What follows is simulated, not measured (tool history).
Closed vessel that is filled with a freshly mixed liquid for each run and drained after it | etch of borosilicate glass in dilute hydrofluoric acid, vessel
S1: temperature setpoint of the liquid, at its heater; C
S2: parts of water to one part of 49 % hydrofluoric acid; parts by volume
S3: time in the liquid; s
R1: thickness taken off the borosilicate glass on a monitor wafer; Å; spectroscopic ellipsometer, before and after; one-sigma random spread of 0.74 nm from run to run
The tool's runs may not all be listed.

run,hour,S1,S2,S3,R1
1,0.0,21.0,240,310,408.78
2,2.1,22.5,205,315,535.31
3,10.9,22.5,205,310,524.48
4,16.0,23.5,175,310,656.21
5,24.1,23.5,240,310,446.19
6,29.5,24.5,205,310,564.15

Run 7 is up next; what results do you expect?
7,33.8,25.0,175,310,?

{"run 7": {"R1": 697.4}}

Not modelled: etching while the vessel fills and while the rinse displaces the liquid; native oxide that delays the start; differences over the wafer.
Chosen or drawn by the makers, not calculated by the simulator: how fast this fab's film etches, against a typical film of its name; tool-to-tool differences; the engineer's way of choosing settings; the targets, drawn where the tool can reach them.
